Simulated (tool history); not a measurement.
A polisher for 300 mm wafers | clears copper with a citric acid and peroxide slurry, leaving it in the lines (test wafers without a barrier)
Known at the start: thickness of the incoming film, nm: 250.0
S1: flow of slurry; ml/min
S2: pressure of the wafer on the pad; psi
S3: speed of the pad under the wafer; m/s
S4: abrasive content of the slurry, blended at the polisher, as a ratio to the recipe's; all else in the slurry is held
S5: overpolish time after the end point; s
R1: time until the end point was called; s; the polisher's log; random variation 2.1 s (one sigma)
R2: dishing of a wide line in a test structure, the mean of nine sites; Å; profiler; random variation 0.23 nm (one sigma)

{"run": 1, "hour": 0.0, "S1": 180, "S2": 2.9, "S3": 1.02, "S4": 1, "S5": 16, "R1": 122.32, "R2": 238.85}
{"run": 2, "hour": 2.3, "S1": 180, "S2": 2.9, "S3": 1.02, "S4": 1.15, "S5": 16, "R1": 118.3, "R2": 242.39}
{"run": 3, "hour": 5.5, "S1": 205, "S2": 2.9, "S3": 1.02, "S4": 1.15, "S5": 16, "R1": 113.98, "R2": 240.37}
{"run": 4, "hour": 10.0, "S1": 175, "S2": 2.9, "S3": 1.02, "S4": 1.15, "S5": 16, "R1": 115.53, "R2": 249.11}
{"run": 5, "hour": 18.8, "S1": 175, "S2": 2.3, "S3": 1.02, "S4": 1.15, "S5": 16, "R1": 145.22, "R2": 192.12}
{"run": 6, "hour": 21.5, "S1": 195, "S2": 2.3, "S3": 1.02, "S4": 1.15, "S5": 16, "R1": 149.16, "R2": 196.81}
{"run": 7, "hour": 22.7, "S1": 175, "S2": 2.4, "S3": 1, "S4": 1.25, "S5": 13, "R1": 134.99, "R2": 162.07}

Run 8 comes next. What will it give?
{"run": 8, "hour": 24.2, "S1": 175, "S2": 2.5, "S3": 1, "S4": 1.3, "S5": 11, "R1": "?", "R2": "?"}

Run 8 gave R1 133.21 s, R2 150.06 Å.
